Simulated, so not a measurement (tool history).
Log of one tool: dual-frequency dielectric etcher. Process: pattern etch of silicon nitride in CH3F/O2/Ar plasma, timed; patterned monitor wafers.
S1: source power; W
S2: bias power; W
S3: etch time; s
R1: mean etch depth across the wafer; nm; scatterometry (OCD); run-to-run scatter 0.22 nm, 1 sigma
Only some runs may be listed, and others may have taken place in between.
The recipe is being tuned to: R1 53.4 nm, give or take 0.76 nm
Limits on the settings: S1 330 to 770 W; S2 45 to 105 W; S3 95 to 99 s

run 1 hour=0 | S1=550 S2=75 S3=95 | R1=69.246
run 2 hour=2.3 | S1=510 S2=71 S3=95 | R1=66.01
run 3 hour=10.6 | S1=510 S2=71 S3=95 | R1=66.468
run 4 hour=13.1 | S1=510 S2=77 S3=95 | R1=68.261
-- hour=15.7 source power generator calibrated
run 5 hour=15.7 | S1=440 S2=77 S3=95 | R1=62.953
run 6 hour=23.7 | S1=440 S2=86 S3=95 | R1=66.174
run 7 hour=26.9 | S1=440 S2=86 S3=95 | R1=65.587
run 8 hour=28 | S1=420 S2=82 S3=95 | R1=63.682
run 9 hour=29.5 | S1=410 S2=78 S3=95 | R1=61.512
run 10 hour=30.1 | S1=400 S2=76 S3=95 | R1=60.268

Pick the move, out of 4, that brings all results within their allowed miss; only one does.
run A hour=30.7 | S1=330 S2=64 S3=97 | R1=?
run B hour=30.7 | S1=350 S2=68 S3=98.5 | R1=?
run C hour=30.7 | S1=340 S2=70 S3=99 | R1=?
run D hour=30.7 | S1=330 S2=74 S3=99 | R1=?

move=A R1=53.382
move=B R1=56.923
move=C R1=57.16
move=D R1=57.696
A: each result inside its tolerance
B: moves toward the targets from the last run without getting all of them in spec
C: moves toward the targets from the last run without getting all of them in spec
D: moves toward the targets from the last run without getting all of them in spec
A meets every target.
